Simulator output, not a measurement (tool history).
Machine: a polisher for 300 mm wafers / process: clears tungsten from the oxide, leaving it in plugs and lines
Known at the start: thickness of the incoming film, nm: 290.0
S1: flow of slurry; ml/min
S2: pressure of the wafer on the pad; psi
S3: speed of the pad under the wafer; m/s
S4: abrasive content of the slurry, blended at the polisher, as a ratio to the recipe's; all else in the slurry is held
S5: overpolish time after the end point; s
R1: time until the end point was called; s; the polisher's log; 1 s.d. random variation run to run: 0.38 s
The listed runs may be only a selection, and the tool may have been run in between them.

run  hour   S1   S2    S3   S4  S5      R1
  1     0  285  4.9  1.18    1   5  33.706
  2   8.7  285  4.9  1.18  0.8   5  37.517
  3  15.1  285  5.2   1.2  0.8   5   34.66
  4    23  285  5.2   1.2  0.8   5   33.79
  5  30.5  285  6.2   1.2  0.8   5  29.499
  6  34.1  285  6.4  1.22  0.8   5  27.897
  7  38.5  285  6.5  1.24  0.8   5  26.191

Expected results for the next run?
  8  45.9  285  6.6  1.24  0.8   5   ?

Run 8 produced R1 25.826 s.

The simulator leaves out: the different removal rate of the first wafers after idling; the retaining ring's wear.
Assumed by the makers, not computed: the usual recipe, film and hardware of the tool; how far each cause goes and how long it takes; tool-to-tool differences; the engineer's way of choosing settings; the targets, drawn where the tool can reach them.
